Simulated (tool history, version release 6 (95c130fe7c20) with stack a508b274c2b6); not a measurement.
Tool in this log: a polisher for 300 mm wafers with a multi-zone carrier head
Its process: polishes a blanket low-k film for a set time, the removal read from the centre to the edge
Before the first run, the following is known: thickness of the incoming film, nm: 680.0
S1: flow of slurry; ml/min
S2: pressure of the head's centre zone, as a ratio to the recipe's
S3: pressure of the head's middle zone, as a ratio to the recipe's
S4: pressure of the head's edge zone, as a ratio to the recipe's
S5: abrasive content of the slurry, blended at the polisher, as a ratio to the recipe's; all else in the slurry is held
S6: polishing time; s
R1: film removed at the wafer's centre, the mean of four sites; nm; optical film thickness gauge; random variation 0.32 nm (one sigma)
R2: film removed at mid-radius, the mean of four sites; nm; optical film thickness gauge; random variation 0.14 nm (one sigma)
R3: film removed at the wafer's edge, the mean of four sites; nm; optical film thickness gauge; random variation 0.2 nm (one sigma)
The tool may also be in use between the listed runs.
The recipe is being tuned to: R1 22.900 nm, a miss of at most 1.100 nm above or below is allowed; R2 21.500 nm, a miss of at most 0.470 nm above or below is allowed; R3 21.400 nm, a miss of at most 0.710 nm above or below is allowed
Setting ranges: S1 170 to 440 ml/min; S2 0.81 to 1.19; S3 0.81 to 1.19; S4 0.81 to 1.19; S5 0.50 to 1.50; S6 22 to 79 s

run 1 day=0.000 | S1=280 S2=1.00 S3=1.00 S4=1.00 S5=1.00 S6=50 | R1=16.292 R2=15.643 R3=15.995
run 2 day=0.271 | S1=280 S2=1.00 S3=1.00 S4=1.06 S5=1.00 S6=50 | R1=16.863 R2=15.705 R3=16.563
run 3 day=0.417 | S1=280 S2=1.05 S3=1.00 S4=1.06 S5=1.00 S6=50 | R1=17.725 R2=15.799 R3=16.574
run 4 day=0.642 | S1=305 S2=1.05 S3=1.00 S4=1.06 S5=1.00 S6=50 | R1=17.369 R2=15.693 R3=16.452
run 5 day=0.796 | S1=305 S2=1.06 S3=1.03 S4=1.08 S5=1.10 S6=50 | R1=18.594 R2=17.197 R3=17.759
run 6 day=0.946 | S1=300 S2=1.08 S3=1.05 S4=1.10 S5=1.15 S6=50 | R1=20.004 R2=17.906 R3=18.033
run 7 day=1.221 | S1=310 S2=1.07 S3=1.06 S4=1.12 S5=1.20 S6=50 | R1=20.363 R2=18.319 R3=19.012
run 8 day=1.379 | S1=315 S2=1.07 S3=1.09 S4=1.14 S5=1.25 S6=50 | R1=20.671 R2=19.125 R3=19.857
run 9 day=1.517 | S1=320 S2=1.08 S3=1.11 S4=1.15 S5=1.25 S6=50 | R1=20.913 R2=19.544 R3=20.078
run 10 day=1.717 | S1=325 S2=1.09 S3=1.13 S4=1.16 S5=1.25 S6=50 | R1=21.131 R2=20.004 R3=19.648
run 11 day=1.929 | S1=330 S2=1.09 S3=1.13 S4=1.17 S5=1.30 S6=50 | R1=21.604 R2=20.350 R3=20.403
run 12 day=2.250 | S1=330 S2=1.09 S3=1.14 S4=1.17 S5=1.30 S6=50 | R1=21.423 R2=20.290 R3=20.510

Pick the move, out of 4, that brings all results within their allowed miss; only one does.
run A day=2.571 | S1=375 S2=1.11 S3=1.17 S4=1.19 S5=1.00 S6=60 | R1=? R2=? R3=?
run B day=2.571 | S1=355 S2=1.19 S3=1.17 S4=1.14 S5=1.35 S6=46 | R1=? R2=? R3=?
run C day=2.571 | S1=360 S2=1.13 S3=1.02 S4=1.16 S5=1.20 S6=54 | R1=? R2=? R3=?
run D day=2.571 | S1=350 S2=1.04 S3=1.11 S4=1.18 S5=1.30 S6=47 | R1=? R2=? R3=?

move=A R1=22.421 R2=21.877 R3=21.252
move=B R1=21.748 R2=19.787 R3=18.823
move=C R1=22.848 R2=19.838 R3=21.066
move=D R1=19.022 R2=19.090 R3=19.223
A: all results in spec
B: moves away from the targets compared with the last run
C: moves away from the targets compared with the last run
D: moves away from the targets compared with the last run
So the answer is move A, the one that meets all the targets.
